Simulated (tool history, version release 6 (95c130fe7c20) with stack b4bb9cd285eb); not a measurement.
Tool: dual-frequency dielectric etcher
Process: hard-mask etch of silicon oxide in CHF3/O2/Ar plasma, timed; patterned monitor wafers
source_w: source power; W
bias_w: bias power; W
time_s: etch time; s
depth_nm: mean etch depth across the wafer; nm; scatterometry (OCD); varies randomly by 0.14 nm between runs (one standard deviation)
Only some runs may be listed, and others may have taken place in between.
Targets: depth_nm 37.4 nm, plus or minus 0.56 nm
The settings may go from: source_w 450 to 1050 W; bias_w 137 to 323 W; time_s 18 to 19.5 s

run 1 hour=0 | source_w=750 bias_w=230 time_s=19.5 | depth_nm=46.661
run 2 hour=7.8 | source_w=750 bias_w=215 time_s=19.5 | depth_nm=45.474
run 3 hour=14.8 | source_w=810 bias_w=215 time_s=19.5 | depth_nm=47.836
run 4 hour=16.8 | source_w=730 bias_w=213 time_s=19.5 | depth_nm=44.866
run 5 hour=21 | source_w=670 bias_w=211 time_s=19.5 | depth_nm=42.324
run 6 hour=25.4 | source_w=670 bias_w=211 time_s=18 | depth_nm=39.187
run 7 hour=30.8 | source_w=660 bias_w=211 time_s=18 | depth_nm=39.122
run 8 hour=36.2 | source_w=650 bias_w=211 time_s=18 | depth_nm=38.724

Which single option among these 5 for the next run brings every result within its allowed miss of target? Just one does.
run A hour=41.6 | source_w=670 bias_w=197 time_s=18.5 | depth_nm=?
run B hour=41.6 | source_w=640 bias_w=200 time_s=18 | depth_nm=?
run C hour=41.6 | source_w=650 bias_w=221 time_s=18.5 | depth_nm=?
run D hour=41.6 | source_w=540 bias_w=265 time_s=19.5 | depth_nm=?
run E hour=41.6 | source_w=610 bias_w=222 time_s=18.5 | depth_nm=?

move=A depth_nm=39.719
move=B depth_nm=37.74
move=C depth_nm=40.303
move=D depth_nm=39.823
move=E depth_nm=38.793
A: misses by more than the last run did
B: every result lands within tolerance
C: misses by more than the last run did
D: misses by more than the last run did
E: misses by more than the last run did
B meets every target.

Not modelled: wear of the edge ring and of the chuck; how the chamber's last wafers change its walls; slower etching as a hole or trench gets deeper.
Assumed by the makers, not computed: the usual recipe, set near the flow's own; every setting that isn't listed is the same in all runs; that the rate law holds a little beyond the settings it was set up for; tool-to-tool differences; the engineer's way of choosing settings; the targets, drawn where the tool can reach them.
